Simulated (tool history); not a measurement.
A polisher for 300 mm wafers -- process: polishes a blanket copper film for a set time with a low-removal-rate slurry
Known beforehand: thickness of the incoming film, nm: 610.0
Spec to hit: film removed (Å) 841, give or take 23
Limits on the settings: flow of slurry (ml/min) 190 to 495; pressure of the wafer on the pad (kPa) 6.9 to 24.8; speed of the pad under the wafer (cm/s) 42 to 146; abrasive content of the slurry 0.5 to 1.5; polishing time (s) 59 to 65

run,day,flow of slurry (ml/min),pressure of the wafer on the pad (kPa),speed of the pad under the wafer (cm/s),abrasive content of the slurry,polishing time (s),film removed (Å)
1,0,320,15.9,94,1,65,1389
2,0.362,320,14.5,94,1,65,1270.5
3,0.546,320,14.5,94,1,59,1133.6
4,0.604,320,14.5,108,1,59,1299.6
5,0.912,365,14.5,108,1,59,1307.2
6,1.175,320,14.5,108,1,59,1320.4
7,1.442,320,13.8,108,1,59,1232.2
8,1.729,320,13.1,108,1,59,1185.3
9,1.892,320,12.4,108,1,59,1127.8
10,2.096,320,11.7,108,1,59,1087.3
11,2.254,320,11,108,1,59,1027.2
12,2.617,320,10.3,108,1,59,963.49

Which single option among these 4 for the next run brings every result within its allowed miss of target? Just one does.
A,2.979,335,9,100,0.9,60,?
B,2.979,390,9.7,116,0.8,65,?
C,2.979,365,10.3,92,0.75,63,?
D,2.979,300,11.7,92,1.05,59,?

move,film removed (Å)
A,785.29
B,1038.5
C,841.32
D,924.66
A: takes the result that was furthest off past its target
B: the biggest miss grows against the last run
C: meets every target
D: nearer the targets than the last run, but a result is still out of spec
The move that meets every target is C.
